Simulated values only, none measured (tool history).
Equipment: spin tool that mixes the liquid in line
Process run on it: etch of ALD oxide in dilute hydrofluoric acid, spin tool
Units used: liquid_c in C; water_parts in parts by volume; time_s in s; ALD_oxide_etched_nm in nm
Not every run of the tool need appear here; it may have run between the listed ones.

run	day	liquid_c	water_parts	time_s	ALD_oxide_etched_nm
1	0	21	220	100	5.4197
2	0.308	18	220	100	4.8083
3	0.425	20	220	100	5.29
4	0.633	20	145	100	8.6805
5	0.846	19.5	145	100	8.4655
6	1.088	19	145	100	8.337
7	1.462	18.5	145	100	8.1903

For run 8, what comes out?
8	1.662	18	145	100	?

ALD_oxide_etched_nm: 8.0539 nm

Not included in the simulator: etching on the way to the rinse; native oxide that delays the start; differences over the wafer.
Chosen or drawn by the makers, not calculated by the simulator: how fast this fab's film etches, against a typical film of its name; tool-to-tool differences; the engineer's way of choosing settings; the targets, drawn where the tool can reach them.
